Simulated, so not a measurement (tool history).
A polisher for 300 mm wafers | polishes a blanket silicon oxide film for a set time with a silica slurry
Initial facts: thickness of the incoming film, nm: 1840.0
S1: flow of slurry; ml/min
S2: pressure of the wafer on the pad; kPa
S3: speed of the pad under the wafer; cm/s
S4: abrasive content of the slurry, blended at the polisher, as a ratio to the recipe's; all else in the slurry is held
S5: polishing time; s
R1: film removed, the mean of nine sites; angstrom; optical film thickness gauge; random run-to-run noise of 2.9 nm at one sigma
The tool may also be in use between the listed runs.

{"run": 1, "hour": 0.0, "S1": 155, "S2": 26.9, "S3": 148, "S4": 1.0, "S5": 88, "R1": 3404.0}
{"run": 2, "hour": 2.1, "S1": 155, "S2": 24.1, "S3": 148, "S4": 1.0, "S5": 88, "R1": 3203.7}
{"run": 3, "hour": 6.6, "S1": 155, "S2": 24.1, "S3": 114, "S4": 1.0, "S5": 88, "R1": 2650.0}
{"run": 4, "hour": 15.4, "S1": 155, "S2": 24.1, "S3": 82, "S4": 1.0, "S5": 88, "R1": 2297.1}
{"run": 5, "hour": 19.8, "S1": 140, "S2": 24.1, "S3": 82, "S4": 1.0, "S5": 88, "R1": 2242.3}
{"run": 6, "hour": 20.4, "S1": 140, "S2": 24.1, "S3": 98, "S4": 1.0, "S5": 88, "R1": 2474.4}
{"run": 7, "hour": 25.1, "S1": 140, "S2": 23.4, "S3": 98, "S4": 1.0, "S5": 88, "R1": 2425.2}
{"run": 8, "hour": 27.1, "S1": 140, "S2": 22.8, "S3": 98, "S4": 1.0, "S5": 88, "R1": 2361.8}
{"run": 9, "hour": 31.8, "S1": 140, "S2": 22.8, "S3": 98, "S4": 1.0, "S5": 88, "R1": 2372.8}
{"run": 10, "hour": 39.0, "S1": 140, "S2": 22.1, "S3": 98, "S4": 1.0, "S5": 88, "R1": 2273.0}

The next listed run, before its measurement:
{"run": 11, "hour": 42.4, "S1": 140, "S2": 21.4, "S3": 98, "S4": 1.0, "S5": 88, "R1": "?"}

{"run 11": {"R1": 2204.7}}
